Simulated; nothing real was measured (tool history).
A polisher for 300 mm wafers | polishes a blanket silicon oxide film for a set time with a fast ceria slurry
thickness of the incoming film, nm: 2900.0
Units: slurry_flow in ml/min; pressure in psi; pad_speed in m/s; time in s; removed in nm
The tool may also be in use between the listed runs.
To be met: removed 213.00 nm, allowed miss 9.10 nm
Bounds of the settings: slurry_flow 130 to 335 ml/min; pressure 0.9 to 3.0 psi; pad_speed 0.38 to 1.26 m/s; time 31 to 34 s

run    day  slurry_flow  pressure  pad_speed  time  removed
  1  0.000          215       1.9       0.82    34   247.53
  2  0.321          215       2.2       0.82    34   282.80
  3  0.567          215       2.1       0.82    34   270.89
  4  0.867          215       2.1       0.82    31   245.17
  5  1.212          215       2.1       0.82    34   269.54
  6  1.383          215       2.0       0.82    34   259.37
  7  1.517          215       1.9       0.82    34   252.11
  8  1.808          215       1.8       0.82    34   234.79
  9  2.012          215       1.7       0.82    34   229.12

5 next moves are on the table. One of them brings every result within its allowed miss. Which?
  A  2.217          215       1.7       0.88    32        ?
  B  2.217          235       1.4       0.90    34        ?
  C  2.217          230       1.5       0.76    34        ?
  D  2.217          200       1.7       0.96    31        ?
  E  2.217          240       1.9       0.88    31        ?

move  removed
   A   227.32
   B   212.43
   C   190.33
   D   237.24
   E   245.53
A: nearer than the last run, and not there yet
B: meets every target
C: takes the result that was furthest off past its target
D: further off than the last run
E: further off than the last run
Answer: B

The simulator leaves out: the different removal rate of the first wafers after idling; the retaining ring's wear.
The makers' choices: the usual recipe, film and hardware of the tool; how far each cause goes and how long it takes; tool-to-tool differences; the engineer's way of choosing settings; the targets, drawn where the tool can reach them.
